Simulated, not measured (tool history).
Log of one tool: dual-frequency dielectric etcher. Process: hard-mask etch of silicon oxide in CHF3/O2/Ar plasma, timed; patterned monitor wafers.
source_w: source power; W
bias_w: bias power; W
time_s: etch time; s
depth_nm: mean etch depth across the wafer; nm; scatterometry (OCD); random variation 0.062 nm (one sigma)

{"run": 1, "hour": 0.0, "source_w": 610, "bias_w": 148, "time_s": 11, "depth_nm": 19.709}
{"run": 2, "hour": 5.9, "source_w": 610, "bias_w": 130, "time_s": 11, "depth_nm": 18.954}
{"run": 3, "hour": 7.1, "source_w": 610, "bias_w": 130, "time_s": 10, "depth_nm": 17.246}
{"run": 4, "hour": 11.4, "source_w": 650, "bias_w": 141, "time_s": 10, "depth_nm": 18.351}
{"run": 5, "hour": 14.3, "source_w": 650, "bias_w": 167, "time_s": 10, "depth_nm": 19.325}
{"run": 6, "hour": 22.0, "source_w": 690, "bias_w": 174, "time_s": 10, "depth_nm": 20.186}

The next listed run, before its measurement:
{"run": 7, "hour": 28.5, "source_w": 720, "bias_w": 179, "time_s": 10, "depth_nm": "?"}

{"run 7": {"depth_nm": 20.746}}

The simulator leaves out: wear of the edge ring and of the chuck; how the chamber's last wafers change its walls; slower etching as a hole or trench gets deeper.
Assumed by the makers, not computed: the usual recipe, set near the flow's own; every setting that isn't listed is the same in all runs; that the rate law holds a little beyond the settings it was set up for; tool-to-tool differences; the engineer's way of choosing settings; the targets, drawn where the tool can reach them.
